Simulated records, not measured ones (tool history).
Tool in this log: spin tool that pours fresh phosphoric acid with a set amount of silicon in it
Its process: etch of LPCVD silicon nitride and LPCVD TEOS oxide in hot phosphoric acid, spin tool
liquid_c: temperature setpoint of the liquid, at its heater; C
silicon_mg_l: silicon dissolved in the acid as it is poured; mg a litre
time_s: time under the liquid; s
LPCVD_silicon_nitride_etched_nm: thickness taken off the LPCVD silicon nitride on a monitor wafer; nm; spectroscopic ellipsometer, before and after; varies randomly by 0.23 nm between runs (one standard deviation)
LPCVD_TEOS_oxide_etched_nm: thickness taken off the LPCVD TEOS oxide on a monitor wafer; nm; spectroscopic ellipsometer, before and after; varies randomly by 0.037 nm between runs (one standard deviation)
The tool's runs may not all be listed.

run	hour	liquid_c	silicon_mg_l	time_s	LPCVD_silicon_nitride_etched_nm	LPCVD_TEOS_oxide_etched_nm
1	0	164	15	180	17.761	0.82639
2	4.9	164.5	18.5	190	18.912	0.83909
3	12.3	164.5	21.5	200	19.876	0.77979
4	16.5	166.5	21.5	200	21.056	0.82285
5	18.9	166.5	21.5	145	15.289	0.63339
6	25.6	165	21.5	145	14.733	0.5975
7	30.9	165.5	23	165	16.847	0.68289
8	32.6	166	24.5	180	18.618	0.6719

Forecast run 9:
9	41.1	166.5	24.5	190	?	?

LPCVD_silicon_nitride_etched_nm: 20.253 nm
LPCVD_TEOS_oxide_etched_nm: 0.75933 nm

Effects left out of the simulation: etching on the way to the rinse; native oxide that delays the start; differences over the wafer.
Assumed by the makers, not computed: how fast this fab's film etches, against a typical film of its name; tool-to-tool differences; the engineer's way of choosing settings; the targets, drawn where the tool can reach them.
